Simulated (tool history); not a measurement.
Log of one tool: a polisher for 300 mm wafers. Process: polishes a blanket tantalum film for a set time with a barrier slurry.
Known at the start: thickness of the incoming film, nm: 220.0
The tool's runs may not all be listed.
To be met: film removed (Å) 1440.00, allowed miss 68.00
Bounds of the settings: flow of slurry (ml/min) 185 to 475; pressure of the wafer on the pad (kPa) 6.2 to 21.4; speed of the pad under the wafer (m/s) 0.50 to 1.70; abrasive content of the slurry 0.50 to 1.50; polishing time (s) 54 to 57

run,day,flow of slurry (ml/min),pressure of the wafer on the pad (kPa),speed of the pad under the wafer (m/s),abrasive content of the slurry,polishing time (s),film removed (Å)
1,0.000,305,13.8,1.10,1.00,54,888.44
2,0.133,305,13.8,1.10,0.85,54,827.36
3,0.329,305,11.7,1.10,0.85,54,729.11
4,0.550,305,14.5,1.12,0.85,54,895.60
5,0.642,305,16.5,1.14,0.85,54,1014.40
6,0.742,305,17.9,1.16,0.85,54,1108.70
7,1.079,305,18.6,1.18,0.85,54,1170.20
8,1.304,305,19.3,1.20,0.85,54,1243.00
9,1.329,305,20.0,1.22,0.85,54,1300.10
10,1.421,305,20.7,1.24,0.85,54,1359.50

Which of these 5 next moves meets every target?
A,1.512,295,20.0,1.22,0.85,54,?
B,1.512,350,18.6,1.12,1.05,54,?
C,1.512,285,20.7,1.16,0.95,54,?
D,1.512,340,21.4,1.26,0.60,57,?
E,1.512,340,20.7,1.16,0.90,54,?

move,film removed (Å)
A,1290.90
B,1188.00
C,1302.70
D,1401.20
E,1304.20
A: further off than the last run
B: further off than the last run
C: further off than the last run
D: meets every target
E: further off than the last run
Answer: D
